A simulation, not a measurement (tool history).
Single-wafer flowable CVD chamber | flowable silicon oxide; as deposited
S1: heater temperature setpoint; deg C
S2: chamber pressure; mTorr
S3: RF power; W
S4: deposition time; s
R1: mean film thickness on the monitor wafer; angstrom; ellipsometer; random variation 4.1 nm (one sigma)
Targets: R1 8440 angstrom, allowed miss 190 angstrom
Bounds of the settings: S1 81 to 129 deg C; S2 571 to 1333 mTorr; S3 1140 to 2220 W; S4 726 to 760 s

run	day	S1	S2	S3	S4	R1
1	0	105	952	1680	760	5213.2
2	0.308	105	1013	1680	760	5433.1
3	0.5	105	1013	1480	760	5286.4
4	0.75	105	1013	1480	760	5297.9
5	0.879	105	955	1480	760	5057.6
6	1.217	102	956	1480	760	5683.6
7	1.258	100	957	1480	760	6135.8
8	1.496	98	958	1480	760	6628.2
9	1.525	97	958	1480	760	6839.4
10	1.833	96	958	1480	760	7147.3
11	2.196	95	958	1480	760	7439.5
12	2.238	94	958	1480	760	7735.7
13	2.458	93	958	1480	760	7953.7

5 next moves are on the table. One of them brings every result within its allowed miss. Which?
A	2.679	85	771	1345	760	?
B	2.679	91	1007	1255	726	?
C	2.679	94	1035	1450	743	?
D	2.679	92	906	1370	745	?
E	2.679	85	734	1345	758	?

move	R1
A	8798.4
B	8135
C	7940
D	7663.8
E	8480.3
A: takes the result that was furthest off past its target
B: nearer than the last run, and not there yet
C: as far off as the last run
D: further off than the last run
E: meets every target
Answer: E

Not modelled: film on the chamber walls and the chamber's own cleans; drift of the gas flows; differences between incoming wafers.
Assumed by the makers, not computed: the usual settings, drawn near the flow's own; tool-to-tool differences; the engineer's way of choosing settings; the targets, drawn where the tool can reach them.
